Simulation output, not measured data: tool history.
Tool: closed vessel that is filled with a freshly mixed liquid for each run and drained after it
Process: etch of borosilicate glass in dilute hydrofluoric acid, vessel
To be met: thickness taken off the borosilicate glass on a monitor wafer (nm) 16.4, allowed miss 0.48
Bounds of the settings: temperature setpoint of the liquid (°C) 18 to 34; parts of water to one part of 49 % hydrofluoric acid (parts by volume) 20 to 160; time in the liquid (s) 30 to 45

run,hour,temperature setpoint of the liquid (°C),parts of water to one part of 49 % hydrofluoric acid (parts by volume),time in the liquid (s),thickness taken off the borosilicate glass on a monitor wafer (nm)
1,0,26,90,45,13.919
2,6.2,27.5,90,45,14.912
3,8.9,25.5,90,45,13.648
4,10,25.5,60,45,21.47
5,18.8,23,60,45,19.436
6,28.2,21.5,60,45,18.222
7,34.4,20.5,60,45,17.367
8,41.6,20,60,45,17.123

Which of these 4 next moves meets every target?
A,48.8,21,60,45,?
B,48.8,19,60,45,?
C,48.8,18.5,55,45,?
D,48.8,20.5,60,45,?

move,thickness taken off the borosilicate glass on a monitor wafer (nm)
A,17.747
B,16.312
C,17.52
D,17.379
A: further off than the last run
B: meets every target
C: further off than the last run
D: further off than the last run
The right move is B.

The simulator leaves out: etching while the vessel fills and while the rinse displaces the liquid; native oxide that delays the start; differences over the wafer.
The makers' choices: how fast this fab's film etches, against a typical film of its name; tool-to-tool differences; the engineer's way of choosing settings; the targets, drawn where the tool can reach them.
